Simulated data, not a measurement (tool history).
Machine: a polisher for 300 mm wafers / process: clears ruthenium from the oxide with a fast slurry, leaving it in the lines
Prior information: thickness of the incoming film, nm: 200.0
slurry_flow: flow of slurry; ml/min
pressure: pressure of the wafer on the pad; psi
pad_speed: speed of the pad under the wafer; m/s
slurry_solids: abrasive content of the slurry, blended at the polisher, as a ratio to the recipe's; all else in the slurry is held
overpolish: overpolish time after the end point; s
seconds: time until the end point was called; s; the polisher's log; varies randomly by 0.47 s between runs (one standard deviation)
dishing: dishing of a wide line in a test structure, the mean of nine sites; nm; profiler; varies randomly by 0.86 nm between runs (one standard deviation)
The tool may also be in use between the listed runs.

Run 1, hour 0: slurry_flow 210 ml/min, pressure 3 psi, pad_speed 0.78 m/s, slurry_solids 1, overpolish 12 s. Result: seconds 61.943 s, dishing 22.171 nm.
Run 2, hour 5.5: slurry_flow 180 ml/min, pressure 3 psi, pad_speed 0.78 m/s, slurry_solids 1, overpolish 12 s. Result: seconds 65.257 s, dishing 21.782 nm.
Run 3, hour 6.8: slurry_flow 180 ml/min, pressure 3 psi, pad_speed 0.78 m/s, slurry_solids 1, overpolish 14 s. Result: seconds 63.493 s, dishing 24.33 nm.
Run 4, hour 9.2: slurry_flow 180 ml/min, pressure 3 psi, pad_speed 0.78 m/s, slurry_solids 0.8, overpolish 14 s. Result: seconds 69.438 s, dishing 22.991 nm.
Run 5, hour 11.8: slurry_flow 140 ml/min, pressure 3 psi, pad_speed 0.78 m/s, slurry_solids 0.8, overpolish 14 s. Result: seconds 72.128 s, dishing 22.487 nm.
Run 6, hour 19.8: slurry_flow 140 ml/min, pressure 3 psi, pad_speed 0.78 m/s, slurry_solids 0.8, overpolish 12 s. Result: seconds 69.353 s, dishing 20.038 nm.
Run 7, hour 22.6: slurry_flow 140 ml/min, pressure 3.4 psi, pad_speed 0.8 m/s, slurry_solids 0.8, overpolish 13 s. Result: seconds 61.127 s, dishing 23.362 nm.
Run 8, hour 26.2: slurry_flow 150 ml/min, pressure 4.2 psi, pad_speed 0.94 m/s, slurry_solids 0.8, overpolish 16 s. Result: seconds 42.877 s, dishing 33.274 nm.

Run 9, settings as shown, results not yet in. Your forecast:
Run 9, hour 27.3: slurry_flow 150 ml/min, pressure 4.3 psi, pad_speed 0.94 m/s, slurry_solids 0.8, overpolish 16 s. Result: seconds ?, dishing ?.

seconds: 41.467 s
dishing: 33.271 nm

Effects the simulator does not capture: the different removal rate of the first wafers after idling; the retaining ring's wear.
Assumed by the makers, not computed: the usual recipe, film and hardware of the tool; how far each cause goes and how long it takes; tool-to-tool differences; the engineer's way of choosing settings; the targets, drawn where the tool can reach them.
